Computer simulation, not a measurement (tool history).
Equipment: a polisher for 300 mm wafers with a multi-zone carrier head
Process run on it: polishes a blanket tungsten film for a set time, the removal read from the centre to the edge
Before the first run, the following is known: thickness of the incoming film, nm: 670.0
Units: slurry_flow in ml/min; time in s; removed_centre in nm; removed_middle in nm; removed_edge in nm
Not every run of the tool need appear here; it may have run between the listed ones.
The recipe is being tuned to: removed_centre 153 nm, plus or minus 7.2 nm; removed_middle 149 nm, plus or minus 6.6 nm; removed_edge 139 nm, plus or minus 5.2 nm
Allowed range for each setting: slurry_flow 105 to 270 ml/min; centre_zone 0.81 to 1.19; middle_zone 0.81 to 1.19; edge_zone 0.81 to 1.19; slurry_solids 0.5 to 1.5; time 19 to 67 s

run,day,slurry_flow,centre_zone,middle_zone,edge_zone,slurry_solids,time,removed_centre,removed_middle,removed_edge
1,0,175,1,1,1,1,43,213.26,199.28,211.91
2,0.021,175,1,1.01,0.97,0.9,41,197.67,191.02,201.24
3,0.146,215,1,1.01,0.97,0.9,41,199.86,198.77,199.44
4,0.279,215,1,1.01,0.97,0.75,41,192.91,187.85,192.6
5,0.367,215,1,1.01,0.97,0.95,41,206.39,196.56,201.74
6,0.654,215,1,1.01,1.01,0.95,41,200.34,198.57,208.62
7,0.758,185,0.92,1.04,0.91,0.7,33,133.53,152.66,148.33
8,1.054,190,0.95,1.04,0.89,0.7,33,144.1,154.32,145.05
9,1.267,190,0.95,1.04,0.89,0.7,33,141.9,149.97,147.87
10,1.329,195,0.96,1.05,0.88,0.7,33,148.07,151.09,146.48
11,1.579,195,0.96,1.06,0.87,0.7,33,142.83,154.78,146.35
12,1.8,200,0.97,1.06,0.86,0.7,33,147.24,154.13,146.55

5 next moves are on the table. One of them brings every result within its allowed miss. Which?
A,2.021,215,1.04,1.06,0.84,0.8,31,?,?,?
B,2.021,180,0.92,1.04,0.85,0.7,35,?,?,?
C,2.021,200,0.9,1.03,0.91,0.55,37,?,?,?
D,2.021,195,0.95,0.93,1.01,0.55,37,?,?,?
E,2.021,175,0.98,1.04,0.92,0.5,38,?,?,?

move,removed_centre,removed_middle,removed_edge
A,151.23,154.23,138.62
B,142.69,162.57,149.94
C,141.54,163.28,155.12
D,148.85,149.32,161.31
E,152.09,162.6,154.58
A: hits every target within its allowed miss
B: lands further from the targets than the last run did
C: lands further from the targets than the last run did
D: lands further from the targets than the last run did
E: lands further from the targets than the last run did
A meets every target.

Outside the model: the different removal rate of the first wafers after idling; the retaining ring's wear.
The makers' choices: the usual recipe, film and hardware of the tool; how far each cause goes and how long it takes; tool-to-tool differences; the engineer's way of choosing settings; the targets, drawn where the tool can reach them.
